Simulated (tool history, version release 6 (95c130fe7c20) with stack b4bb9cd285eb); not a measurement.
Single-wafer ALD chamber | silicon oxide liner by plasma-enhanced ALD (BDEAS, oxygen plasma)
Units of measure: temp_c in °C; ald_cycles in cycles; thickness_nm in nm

Run 1, hour 0.0: temp_c 315 °C, ald_cycles 69 cycles. Result: thickness_nm 5.5583 nm.
Run 2, hour 5.1: temp_c 316 °C, ald_cycles 63 cycles. Result: thickness_nm 5.0108 nm.
Run 3, hour 8.9: temp_c 316 °C, ald_cycles 70 cycles. Result: thickness_nm 5.6222 nm.
Run 4, hour 15.2: temp_c 317 °C, ald_cycles 65 cycles. Result: thickness_nm 5.2217 nm.
Run 5, hour 23.1: temp_c 317 °C, ald_cycles 61 cycles. Result: thickness_nm 4.8842 nm.
Run 6, hour 30.0: temp_c 308 °C, ald_cycles 61 cycles. Result: thickness_nm 4.9285 nm.
Run 7, hour 32.7: temp_c 308 °C, ald_cycles 59 cycles. Result: thickness_nm 4.8062 nm.

Run 8, settings as shown, results not yet in. Your forecast:
Run 8, hour 39.1: temp_c 308 °C, ald_cycles 57 cycles. Result: thickness_nm ?.

thickness_nm: 4.5983 nm

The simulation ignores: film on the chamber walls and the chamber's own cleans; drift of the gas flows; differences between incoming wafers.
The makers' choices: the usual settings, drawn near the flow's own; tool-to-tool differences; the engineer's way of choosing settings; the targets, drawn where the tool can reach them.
